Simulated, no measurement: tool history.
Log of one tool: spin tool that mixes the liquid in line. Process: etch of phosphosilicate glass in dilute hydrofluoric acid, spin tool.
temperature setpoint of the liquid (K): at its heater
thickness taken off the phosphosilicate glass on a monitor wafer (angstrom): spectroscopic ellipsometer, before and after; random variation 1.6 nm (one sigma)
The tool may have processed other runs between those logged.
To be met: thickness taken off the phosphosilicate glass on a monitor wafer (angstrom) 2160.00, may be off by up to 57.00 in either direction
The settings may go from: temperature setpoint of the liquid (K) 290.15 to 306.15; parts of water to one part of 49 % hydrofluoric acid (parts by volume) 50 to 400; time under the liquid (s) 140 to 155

| run | day | temperature setpoint of the liquid (K) | parts of water to one part of 49 % hydrofluoric acid (parts by volume) | time under the liquid (s) | thickness taken off the phosphosilicate glass on a monitor wafer (angstrom) |
|---|---|---|---|---|---|
| 1 | 0.000 | 298.15 | 225 | 140 | 710.91 |
| 2 | 0.296 | 299.65 | 195 | 140 | 888.94 |
| 3 | 0.579 | 299.65 | 245 | 140 | 670.22 |
| 4 | 0.750 | 300.65 | 210 | 140 | 850.87 |
| 5 | 0.850 | 301.65 | 185 | 140 | 1022.90 |
| 6 | 1.117 | 301.65 | 140 | 140 | 1436.40 |
| 7 | 1.192 | 302.65 | 135 | 140 | 1560.90 |
| 8 | 1.467 | 303.15 | 130 | 140 | 1641.50 |
| 9 | 1.662 | 303.65 | 125 | 140 | 1779.10 |
| 10 | 1.721 | 304.15 | 125 | 140 | 1796.80 |
| 11 | 1.958 | 304.65 | 120 | 140 | 1920.60 |
| 12 | 2.258 | 305.15 | 120 | 140 | 1922.40 |
| 13 | 2.625 | 305.65 | 115 | 140 | 2086.40 |

Consider the 4 candidate settings below. Which is the only one whose results all fall within their allowed miss of target?
| A | 2.992 | 304.65 | 130 | 155 | ? |
| B | 2.992 | 304.65 | 120 | 145 | ? |
| C | 2.992 | 304.15 | 110 | 145 | ? |
| D | 2.992 | 303.15 | 110 | 140 | ? |

| move | thickness taken off the phosphosilicate glass on a monitor wafer (angstrom) |
|---|---|
| A | 1958.00 |
| B | 2012.40 |
| C | 2186.40 |
| D | 2034.40 |
A: further off than the last run
B: further off than the last run
C: in spec on every target
D: further off than the last run
Move C is the one to make.

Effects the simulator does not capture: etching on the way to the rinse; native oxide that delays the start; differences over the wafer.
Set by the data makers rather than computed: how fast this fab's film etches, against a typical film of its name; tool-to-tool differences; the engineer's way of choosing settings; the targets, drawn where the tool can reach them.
